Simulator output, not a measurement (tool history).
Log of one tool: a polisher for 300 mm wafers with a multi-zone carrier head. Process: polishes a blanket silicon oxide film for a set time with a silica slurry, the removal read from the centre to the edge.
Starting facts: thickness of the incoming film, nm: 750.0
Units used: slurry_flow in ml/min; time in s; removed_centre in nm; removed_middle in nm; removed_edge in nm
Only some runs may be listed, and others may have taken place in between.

| run | hour | slurry_flow | centre_zone | middle_zone | edge_zone | slurry_solids | time | removed_centre | removed_middle | removed_edge |
|---|---|---|---|---|---|---|---|---|---|---|
| 1 | 0 | 285 | 1 | 1 | 1 | 1 | 52 | 107.77 | 105.35 | 104.47 |
| 2 | 5.1 | 285 | 1 | 1 | 0.93 | 1 | 52 | 106.97 | 108.05 | 101.19 |
| 3 | 8 | 280 | 1 | 0.97 | 0.95 | 1 | 52 | 104.82 | 103.54 | 102.71 |
| 4 | 13.1 | 280 | 0.95 | 0.97 | 0.95 | 1 | 52 | 101.87 | 106.66 | 100.9 |
| 5 | 15.5 | 280 | 0.95 | 0.97 | 0.95 | 0.85 | 52 | 93.418 | 93.494 | 92.001 |
| 6 | 21.9 | 285 | 0.96 | 0.96 | 0.98 | 0.85 | 52 | 92.656 | 94.416 | 94.957 |
| 7 | 30.3 | 285 | 0.99 | 0.95 | 0.99 | 0.85 | 52 | 98.118 | 94.311 | 95.494 |

For run 8, what comes out?
| 8 | 33.2 | 285 | 1 | 0.93 | 1.02 | 0.85 | 52 | ? | ? | ? |

For run 8 the tool returned removed_centre 98.335 nm, removed_middle 92.665 nm, removed_edge 95.068 nm.
